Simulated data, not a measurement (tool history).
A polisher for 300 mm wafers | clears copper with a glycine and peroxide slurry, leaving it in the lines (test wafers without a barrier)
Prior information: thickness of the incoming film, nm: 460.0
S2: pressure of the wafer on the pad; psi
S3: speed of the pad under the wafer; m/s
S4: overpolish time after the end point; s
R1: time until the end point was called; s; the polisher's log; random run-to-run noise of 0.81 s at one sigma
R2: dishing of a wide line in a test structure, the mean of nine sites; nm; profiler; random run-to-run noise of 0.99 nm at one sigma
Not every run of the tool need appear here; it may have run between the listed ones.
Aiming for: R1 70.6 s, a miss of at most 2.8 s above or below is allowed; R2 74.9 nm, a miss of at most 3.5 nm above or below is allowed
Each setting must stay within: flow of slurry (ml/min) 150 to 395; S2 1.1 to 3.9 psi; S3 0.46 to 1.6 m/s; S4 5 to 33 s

{"run": 1, "hour": 0.0, "flow of slurry (ml/min)": 250, "S2": 2.5, "S3": 1.02, "S4": 17, "R1": 89.318, "R2": 56.905}
{"run": 2, "hour": 8.0, "flow of slurry (ml/min)": 250, "S2": 2.6, "S3": 1.02, "S4": 17, "R1": 87.673, "R2": 59.142}
{"run": 3, "hour": 13.4, "flow of slurry (ml/min)": 205, "S2": 2.6, "S3": 1.02, "S4": 17, "R1": 88.106, "R2": 57.252}
{"run": 4, "hour": 21.1, "flow of slurry (ml/min)": 205, "S2": 2.7, "S3": 1.02, "S4": 17, "R1": 85.26, "R2": 56.891}
{"run": 5, "hour": 26.6, "flow of slurry (ml/min)": 215, "S2": 2.8, "S3": 1.02, "S4": 17, "R1": 85.231, "R2": 59.319}
{"run": 6, "hour": 35.4, "flow of slurry (ml/min)": 220, "S2": 2.9, "S3": 1.02, "S4": 17, "R1": 79.532, "R2": 59.915}
{"run": 7, "hour": 38.6, "flow of slurry (ml/min)": 230, "S2": 3.1, "S3": 1.04, "S4": 19, "R1": 76.953, "R2": 69.382}
{"run": 8, "hour": 39.7, "flow of slurry (ml/min)": 235, "S2": 3.3, "S3": 1.04, "S4": 19, "R1": 73.381, "R2": 70.669}

Which one of the following 5 next-run settings gets every result inside its allowed miss? There is exactly one.
{"run": "A", "hour": 40.8, "flow of slurry (ml/min)": 265, "S2": 3.2, "S3": 0.96, "S4": 19, "R1": "?", "R2": "?"}
{"run": "B", "hour": 40.8, "flow of slurry (ml/min)": 305, "S2": 3.5, "S3": 1, "S4": 20, "R1": "?", "R2": "?"}
{"run": "C", "hour": 40.8, "flow of slurry (ml/min)": 310, "S2": 2.9, "S3": 1.24, "S4": 15, "R1": "?", "R2": "?"}
{"run": "D", "hour": 40.8, "flow of slurry (ml/min)": 235, "S2": 3.6, "S3": 0.96, "S4": 17, "R1": "?", "R2": "?"}
{"run": "E", "hour": 40.8, "flow of slurry (ml/min)": 235, "S2": 3.2, "S3": 0.92, "S4": 21, "R1": "?", "R2": "?"}

move=A R1=78.317 R2=65.972
move=B R1=70.533 R2=73.95
move=C R1=66.046 R2=62.029
move=D R1=73.762 R2=63.662
move=E R1=82.274 R2=68.62
A: lands further from the targets than the last run did
B: meets every target
C: lands further from the targets than the last run did
D: lands further from the targets than the last run did
E: lands further from the targets than the last run did
So the answer is move B, the one that meets all the targets.
